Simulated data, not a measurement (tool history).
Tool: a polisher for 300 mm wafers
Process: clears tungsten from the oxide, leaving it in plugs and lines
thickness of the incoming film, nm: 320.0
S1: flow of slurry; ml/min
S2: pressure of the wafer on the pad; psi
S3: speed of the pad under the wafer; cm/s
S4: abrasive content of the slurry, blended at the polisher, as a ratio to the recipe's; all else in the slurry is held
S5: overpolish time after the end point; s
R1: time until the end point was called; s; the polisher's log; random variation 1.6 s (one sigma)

run  hour   S1   S2   S3  S4  S5      R1
  1     0  185  4.6  112   1  38  50.854
  2   7.3  185  4.1  110   1  38  57.268
  3  16.1  185  4.1  122   1  38  50.966
  4    17  185  3.6  118   1  38  60.005
  5  21.2  185  3.3  116   1  38  66.691
  6  23.1  185  3.1  116   1  38  70.362
  7  24.9  185  2.9  116   1  38  75.909

The next listed run, before its measurement:
  8  27.8  185  2.3  114   1  38   ?

R1: 92.4 s
